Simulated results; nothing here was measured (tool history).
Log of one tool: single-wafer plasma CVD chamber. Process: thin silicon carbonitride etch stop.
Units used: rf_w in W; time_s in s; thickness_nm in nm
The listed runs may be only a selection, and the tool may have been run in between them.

run    day  rf_w  time_s  thickness_nm
  1  0.000   185    9.89        5.9006
  2  0.208   185   11.27        6.6974
  3  0.379   185   11.99        7.0870
  4  0.542   175   11.32        6.6675
  5  0.825   175   10.16        5.9415
  6  1.154   155   10.16        5.8388
  7  1.188   145    8.68        4.9054
  8  1.275   145    8.74        4.9201

What does the tool deliver on the next run?
  9  1.358   145    8.79             ?

{"run 9": {"thickness_nm": 4.9531}}
